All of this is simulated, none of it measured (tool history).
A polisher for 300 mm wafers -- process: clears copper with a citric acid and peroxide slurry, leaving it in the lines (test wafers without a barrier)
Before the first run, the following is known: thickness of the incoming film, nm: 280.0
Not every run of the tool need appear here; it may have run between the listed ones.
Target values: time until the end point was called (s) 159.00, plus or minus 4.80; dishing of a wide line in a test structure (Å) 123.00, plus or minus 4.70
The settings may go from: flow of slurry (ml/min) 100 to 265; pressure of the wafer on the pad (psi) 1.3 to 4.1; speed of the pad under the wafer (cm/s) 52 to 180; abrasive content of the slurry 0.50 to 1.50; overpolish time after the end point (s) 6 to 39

run	day	flow of slurry (ml/min)	pressure of the wafer on the pad (psi)	speed of the pad under the wafer (cm/s)	abrasive content of the slurry	overpolish time after the end point (s)	time until the end point was called (s)	dishing of a wide line in a test structure (Å)
1	0.000	170	2.7	116	1.00	20	135.36	113.52
2	0.075	170	2.7	138	1.00	20	112.37	116.47
3	0.417	165	2.6	138	1.00	22	116.81	119.98
4	0.638	160	2.5	138	1.00	23	123.56	119.19
5	0.750	155	2.4	138	1.00	24	131.22	120.67
6	1.117	150	2.4	138	1.00	25	129.08	120.48
7	1.321	150	2.3	138	1.00	26	135.96	118.36
8	1.554	145	2.3	138	1.00	27	138.24	119.61
9	1.712	140	2.3	138	1.00	28	137.65	120.41
10	2.017	140	2.3	138	1.00	29	137.57	121.36
11	2.138	140	2.3	138	1.00	30	135.94	122.25
12	2.312	135	2.2	138	1.00	31	145.43	119.57

5 candidate next runs follow, results not yet known. Just one meets every target within its allowed miss. Identify it.
A	2.488	125	2.6	112	0.90	20	?	?
B	2.488	140	2.2	134	1.10	35	?	?
C	2.488	140	1.8	148	1.05	39	?	?
D	2.488	100	2.1	136	1.25	24	?	?
E	2.488	115	2.7	118	0.95	20	?	?

move	time until the end point was called (s)	dishing of a wide line in a test structure (Å)
A	155.33	109.87
B	142.44	121.14
C	158.79	120.57
D	155.41	114.17
E	143.52	112.07
A: meets the target for the result that was furthest off, but another lies outside its allowed miss
B: moves away from the targets compared with the last run
C: meets every target
D: meets the target for the result that was furthest off, but another lies outside its allowed miss
E: moves away from the targets compared with the last run
Move C is the one to make.
